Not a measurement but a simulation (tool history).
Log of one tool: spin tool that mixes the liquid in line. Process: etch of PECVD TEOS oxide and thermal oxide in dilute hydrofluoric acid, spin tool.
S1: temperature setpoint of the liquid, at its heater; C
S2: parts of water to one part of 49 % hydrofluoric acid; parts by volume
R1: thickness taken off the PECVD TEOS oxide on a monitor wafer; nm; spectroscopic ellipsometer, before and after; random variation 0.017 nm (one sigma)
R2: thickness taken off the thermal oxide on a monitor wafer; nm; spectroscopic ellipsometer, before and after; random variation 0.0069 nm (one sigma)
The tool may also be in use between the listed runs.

Run 1, hour 0.0: S1 26.0 C, S2 120 parts by volume, time under the liquid (s) 65. Result: R1 11.7300 nm, R2 3.0071 nm.
Run 2, hour 4.1: S1 26.0 C, S2 155 parts by volume, time under the liquid (s) 65. Result: R1 8.6590 nm, R2 2.1876 nm.
Run 3, hour 8.1: S1 26.0 C, S2 155 parts by volume, time under the liquid (s) 55. Result: R1 7.2617 nm, R2 1.8706 nm.
Run 4, hour 15.5: S1 23.0 C, S2 155 parts by volume, time under the liquid (s) 55. Result: R1 6.5081 nm, R2 1.6530 nm.
Run 5, hour 20.2: S1 22.0 C, S2 170 parts by volume, time under the liquid (s) 55. Result: R1 5.6180 nm, R2 1.4064 nm.
Run 6, hour 21.9: S1 20.5 C, S2 170 parts by volume, time under the liquid (s) 55. Result: R1 5.3164 nm, R2 1.3396 nm.
At hour 27.7: thermometer replaced.
Run 7, hour 27.7: S1 20.0 C, S2 180 parts by volume, time under the liquid (s) 55. Result: R1 4.4506 nm, R2 1.1205 nm.

Forecast run 8:
Run 8, hour 28.7: S1 19.5 C, S2 185 parts by volume, time under the liquid (s) 55. Result: R1 ?, R2 ?.

{"run 8": {"R1": 4.2522, "R2": 1.0528}}

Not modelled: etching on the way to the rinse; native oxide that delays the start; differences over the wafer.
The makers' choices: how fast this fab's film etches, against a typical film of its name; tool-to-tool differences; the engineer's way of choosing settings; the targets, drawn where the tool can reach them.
